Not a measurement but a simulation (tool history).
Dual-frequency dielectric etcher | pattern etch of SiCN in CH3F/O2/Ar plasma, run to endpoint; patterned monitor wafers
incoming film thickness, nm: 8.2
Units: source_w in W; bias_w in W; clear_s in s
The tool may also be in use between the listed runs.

run 1 hour=0.0 | source_w=430 bias_w=64 | clear_s=23.728
run 2 hour=8.2 | source_w=510 bias_w=64 | clear_s=21.661
run 3 hour=15.4 | source_w=510 bias_w=54 | clear_s=23.218
run 4 hour=23.3 | source_w=510 bias_w=49 | clear_s=24.036
run 5 hour=27.4 | source_w=500 bias_w=48 | clear_s=25.098
run 6 hour=28.3 | source_w=580 bias_w=48 | clear_s=23.051

The next listed run, before its measurement:
run 7 hour=29.6 | source_w=560 bias_w=47 | clear_s=?

clear_s: 23.583 s
